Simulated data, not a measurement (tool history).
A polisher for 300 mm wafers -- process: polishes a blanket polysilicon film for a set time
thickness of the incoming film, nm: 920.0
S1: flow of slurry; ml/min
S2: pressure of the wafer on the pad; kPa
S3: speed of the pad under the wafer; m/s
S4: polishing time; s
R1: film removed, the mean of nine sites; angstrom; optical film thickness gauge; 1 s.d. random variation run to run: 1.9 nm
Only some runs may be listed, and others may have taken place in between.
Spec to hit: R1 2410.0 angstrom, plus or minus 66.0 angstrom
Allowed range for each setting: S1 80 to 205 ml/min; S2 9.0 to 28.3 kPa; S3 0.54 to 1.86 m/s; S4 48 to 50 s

run 1 hour=0.0 | S1=135 S2=18.6 S3=1.18 S4=48 | R1=4096.8
run 2 hour=5.4 | S1=135 S2=18.6 S3=1.18 S4=50 | R1=4304.9
run 3 hour=12.4 | S1=130 S2=16.5 S3=1.18 S4=50 | R1=3805.5
run 4 hour=17.3 | S1=130 S2=16.5 S3=1.40 S4=50 | R1=4350.7
run 5 hour=22.8 | S1=125 S2=14.5 S3=1.36 S4=50 | R1=3711.1
run 6 hour=25.3 | S1=125 S2=14.5 S3=1.36 S4=48 | R1=3573.5
run 7 hour=29.2 | S1=120 S2=13.1 S3=1.34 S4=48 | R1=3154.8
run 8 hour=32.6 | S1=115 S2=12.4 S3=1.34 S4=48 | R1=2990.1
run 9 hour=37.5 | S1=90 S2=9.0 S3=1.34 S4=48 | R1=2045.1

4 candidate next runs follow, results not yet known. Just one meets every target within its allowed miss. Identify it.
run A hour=42.4 | S1=95 S2=9.0 S3=1.76 S4=48 | R1=?
run B hour=42.4 | S1=85 S2=11.0 S3=1.44 S4=50 | R1=?
run C hour=42.4 | S1=80 S2=12.4 S3=1.18 S4=48 | R1=?
run D hour=42.4 | S1=85 S2=11.7 S3=1.12 S4=48 | R1=?

move=A R1=2629.8
move=B R1=2723.1
move=C R1=2448.9
move=D R1=2282.5
A: takes the result that was furthest off past its target
B: takes the result that was furthest off past its target
C: each result inside its tolerance
D: closer than the last run, but not yet in spec
Correct choice: C, which meets every target
